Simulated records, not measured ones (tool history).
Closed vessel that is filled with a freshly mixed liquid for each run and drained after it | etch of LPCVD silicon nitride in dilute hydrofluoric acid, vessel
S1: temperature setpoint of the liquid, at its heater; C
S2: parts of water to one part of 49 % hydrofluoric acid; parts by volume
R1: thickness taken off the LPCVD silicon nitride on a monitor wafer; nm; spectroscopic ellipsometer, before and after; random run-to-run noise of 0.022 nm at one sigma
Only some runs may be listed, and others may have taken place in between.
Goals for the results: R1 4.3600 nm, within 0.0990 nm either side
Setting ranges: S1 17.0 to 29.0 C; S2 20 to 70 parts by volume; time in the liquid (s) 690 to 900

Run 1, hour 0.0: S1 21.0 C, S2 40 parts by volume, time in the liquid (s) 900. Result: R1 7.8767 nm.
Run 2, hour 8.0: S1 20.5 C, S2 40 parts by volume, time in the liquid (s) 900. Result: R1 7.5873 nm.
Run 3, hour 14.7: S1 20.0 C, S2 40 parts by volume, time in the liquid (s) 900. Result: R1 7.3102 nm.
Run 4, hour 24.3: S1 20.0 C, S2 35 parts by volume, time in the liquid (s) 900. Result: R1 8.3269 nm.
Run 5, hour 26.5: S1 18.5 C, S2 35 parts by volume, time in the liquid (s) 900. Result: R1 7.4647 nm.
Run 6, hour 34.1: S1 17.0 C, S2 35 parts by volume, time in the liquid (s) 900. Result: R1 6.7904 nm.
Run 7, hour 42.4: S1 17.0 C, S2 40 parts by volume, time in the liquid (s) 900. Result: R1 5.9271 nm.
Run 8, hour 46.7: S1 17.0 C, S2 45 parts by volume, time in the liquid (s) 895. Result: R1 5.2391 nm.
Run 9, hour 50.3: S1 17.0 C, S2 50 parts by volume, time in the liquid (s) 895. Result: R1 4.7251 nm.

4 candidate next runs follow, results not yet known. Just one meets every target within its allowed miss. Identify it.
Run A, hour 53.9: S1 17.0 C, S2 45 parts by volume, time in the liquid (s) 740. Result: R1 ?.
Run B, hour 53.9: S1 17.0 C, S2 45 parts by volume, time in the liquid (s) 780. Result: R1 ?.
Run C, hour 53.9: S1 18.0 C, S2 50 parts by volume, time in the liquid (s) 880. Result: R1 ?.
Run D, hour 53.9: S1 17.0 C, S2 50 parts by volume, time in the liquid (s) 870. Result: R1 ?.

move      R1
   A  4.3633
   B  4.5992
   C  5.0296
   D  4.6326
A: every result lands within tolerance
B: closes in on the targets versus the last run, not all within tolerance yet
C: further off than the last run
D: closes in on the targets versus the last run, not all within tolerance yet
Go with A: it meets all targets.
